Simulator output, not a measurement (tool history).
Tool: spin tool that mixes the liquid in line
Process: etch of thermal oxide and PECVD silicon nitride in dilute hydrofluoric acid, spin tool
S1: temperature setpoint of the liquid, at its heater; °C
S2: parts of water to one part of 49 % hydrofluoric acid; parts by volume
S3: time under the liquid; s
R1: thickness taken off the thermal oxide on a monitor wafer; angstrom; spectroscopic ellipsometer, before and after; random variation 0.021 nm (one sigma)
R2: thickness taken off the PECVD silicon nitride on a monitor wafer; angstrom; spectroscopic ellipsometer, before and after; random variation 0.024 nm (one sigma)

{"run": 1, "day": 0.0, "S1": 24, "S2": 75, "S3": 100, "R1": 63.552, "R2": 74.265}
{"run": 2, "day": 0.062, "S1": 24, "S2": 90, "S3": 100, "R1": 51.367, "R2": 61.577}
{"run": 3, "day": 0.338, "S1": 26, "S2": 90, "S3": 100, "R1": 55.379, "R2": 69.866}
{"run": 4, "day": 0.633, "S1": 26, "S2": 90, "S3": 75, "R1": 41.417, "R2": 52.53}
{"run": 5, "day": 0.821, "S1": 25.5, "S2": 95, "S3": 75, "R1": 38.658, "R2": 47.856}
{"run": 6, "day": 1.192, "S1": 25.5, "S2": 100, "S3": 75, "R1": 35.916, "R2": 46.196}
{"run": 7, "day": 1.529, "S1": 25, "S2": 105, "S3": 75, "R1": 34.239, "R2": 42.162}
{"run": 8, "day": 1.838, "S1": 25, "S2": 110, "S3": 75, "R1": 31.787, "R2": 40.401}

The next listed run, before its measurement:
{"run": 9, "day": 1.917, "S1": 22, "S2": 140, "S3": 85, "R1": "?", "R2": "?"}

{"run 9": {"R1": 24.464, "R2": 29.553}}
